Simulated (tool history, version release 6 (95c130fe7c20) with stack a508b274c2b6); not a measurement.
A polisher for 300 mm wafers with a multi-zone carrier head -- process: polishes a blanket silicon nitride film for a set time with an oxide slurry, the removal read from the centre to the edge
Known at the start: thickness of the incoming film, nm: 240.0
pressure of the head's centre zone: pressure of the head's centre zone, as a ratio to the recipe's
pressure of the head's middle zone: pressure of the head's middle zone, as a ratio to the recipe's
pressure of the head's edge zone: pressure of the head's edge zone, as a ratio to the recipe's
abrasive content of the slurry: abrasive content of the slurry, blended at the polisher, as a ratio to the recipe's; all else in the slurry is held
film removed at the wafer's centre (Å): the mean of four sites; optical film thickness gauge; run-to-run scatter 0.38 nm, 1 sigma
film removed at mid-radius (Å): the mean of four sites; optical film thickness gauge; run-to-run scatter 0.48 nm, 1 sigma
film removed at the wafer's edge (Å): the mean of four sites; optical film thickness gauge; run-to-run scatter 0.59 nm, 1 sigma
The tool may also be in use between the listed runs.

| run | day | flow of slurry (ml/min) | pressure of the head's centre zone | pressure of the head's middle zone | pressure of the head's edge zone | abrasive content of the slurry | polishing time (s) | film removed at the wafer's centre (Å) | film removed at mid-radius (Å) | film removed at the wafer's edge (Å) |
|---|---|---|---|---|---|---|---|---|---|---|
| 1 | 0.000 | 285 | 1.00 | 1.00 | 1.00 | 1.00 | 56 | 334.02 | 331.04 | 367.94 |
| 2 | 0.133 | 285 | 1.04 | 1.00 | 1.00 | 1.00 | 56 | 341.46 | 332.84 | 350.28 |
| 3 | 0.188 | 290 | 1.01 | 1.05 | 1.01 | 1.05 | 56 | 344.83 | 353.08 | 376.88 |
| 4 | 0.554 | 295 | 0.98 | 1.08 | 0.99 | 1.10 | 56 | 338.35 | 363.66 | 370.34 |
| 5 | 0.738 | 295 | 0.96 | 1.11 | 1.01 | 1.15 | 56 | 339.97 | 383.62 | 383.02 |
| 6 | 1.075 | 295 | 0.96 | 1.11 | 1.01 | 1.05 | 56 | 323.77 | 382.21 | 373.20 |

Estimate the outcome of run 7 from the log above:
| 7 | 1.188 | 295 | 0.95 | 1.12 | 1.04 | 1.05 | 56 | ? | ? | ? |

Run 7 produced film removed at the wafer's centre (Å) 321.89, film removed at mid-radius (Å) 379.01, film removed at the wafer's edge (Å) 378.19.
